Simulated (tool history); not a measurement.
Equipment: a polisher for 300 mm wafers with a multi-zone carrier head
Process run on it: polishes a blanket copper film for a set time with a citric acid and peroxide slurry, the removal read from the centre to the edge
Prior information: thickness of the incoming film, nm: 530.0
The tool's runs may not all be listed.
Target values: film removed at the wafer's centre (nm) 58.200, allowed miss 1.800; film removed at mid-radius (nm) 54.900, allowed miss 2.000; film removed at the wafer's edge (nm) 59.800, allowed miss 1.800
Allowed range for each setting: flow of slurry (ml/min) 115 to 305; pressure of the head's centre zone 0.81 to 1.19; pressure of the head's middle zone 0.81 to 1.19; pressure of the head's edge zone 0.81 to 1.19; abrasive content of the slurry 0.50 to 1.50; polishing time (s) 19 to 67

run,day,flow of slurry (ml/min),pressure of the head's centre zone,pressure of the head's middle zone,pressure of the head's edge zone,abrasive content of the slurry,polishing time (s),film removed at the wafer's centre (nm),film removed at mid-radius (nm),film removed at the wafer's edge (nm)
1,0.000,195,1.00,1.00,1.00,1.00,43,70.045,71.361,70.687
2,0.262,185,0.98,0.95,0.96,0.90,43,67.623,67.337,67.881
3,0.596,175,0.96,0.91,0.95,0.80,43,63.462,62.501,64.826
4,0.854,165,0.95,0.88,0.93,0.75,43,61.200,59.447,62.569
5,1.212,155,0.95,0.86,0.92,0.75,43,60.441,58.971,62.817
6,1.462,155,1.01,0.86,0.92,0.75,43,63.999,58.858,62.077
7,1.808,150,0.99,0.85,0.91,0.75,43,62.939,57.601,61.462
8,2.121,125,0.92,0.83,0.90,0.70,43,54.122,54.049,58.823

Below are 5 possible settings for the next run. Only one of them brings all results inside the allowed miss of their targets. Which is it?
A,2.433,120,0.84,0.81,1.00,0.90,40,?,?,?
B,2.433,160,1.02,0.81,0.92,0.75,41,?,?,?
C,2.433,115,0.81,0.84,0.92,0.65,44,?,?,?
D,2.433,115,0.84,0.85,0.96,0.65,43,?,?,?
E,2.433,135,0.94,0.81,0.87,0.75,43,?,?,?

move,film removed at the wafer's centre (nm),film removed at mid-radius (nm),film removed at the wafer's edge (nm)
A,49.874,52.837,61.150
B,62.741,54.279,59.863
C,48.693,54.768,59.890
D,49.369,53.900,59.604
E,58.872,55.515,60.210
A: its largest miss is bigger than the last run's
B: takes the result that was furthest off past its target
C: its largest miss is bigger than the last run's
D: its largest miss is bigger than the last run's
E: all results in spec
E meets every target.
